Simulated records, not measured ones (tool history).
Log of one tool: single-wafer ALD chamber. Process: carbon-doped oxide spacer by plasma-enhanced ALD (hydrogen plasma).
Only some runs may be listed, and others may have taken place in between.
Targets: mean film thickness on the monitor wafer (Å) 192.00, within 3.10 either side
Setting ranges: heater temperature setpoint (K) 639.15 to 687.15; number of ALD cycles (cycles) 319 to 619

run	hour	heater temperature setpoint (K)	number of ALD cycles (cycles)	mean film thickness on the monitor wafer (Å)
1	0.0	663.15	469	254.60
2	8.8	654.15	469	254.53
3	14.9	654.15	502	271.70
4	17.2	654.15	451	244.76
5	23.4	660.15	451	245.43
6	32.1	664.15	451	245.64
7	39.9	664.15	415	225.72
# hour 44.9: thermocouple changed; heater temperature recalibrated
8	44.9	664.15	393	212.29
9	50.8	664.15	344	186.12

5 next moves are on the table. One of them brings every result within its allowed miss. Which?
A	56.7	658.15	324	?
B	56.7	659.15	343	?
C	56.7	665.15	331	?
D	56.7	678.15	344	?
E	56.7	660.15	354	?

move	mean film thickness on the monitor wafer (Å)
A	175.94
B	186.26
C	179.74
D	182.82
E	192.23
A: the biggest miss grows against the last run
B: roughly where the last run was
C: the biggest miss grows against the last run
D: the biggest miss grows against the last run
E: every result within its allowed miss
Go with E: it meets all targets.
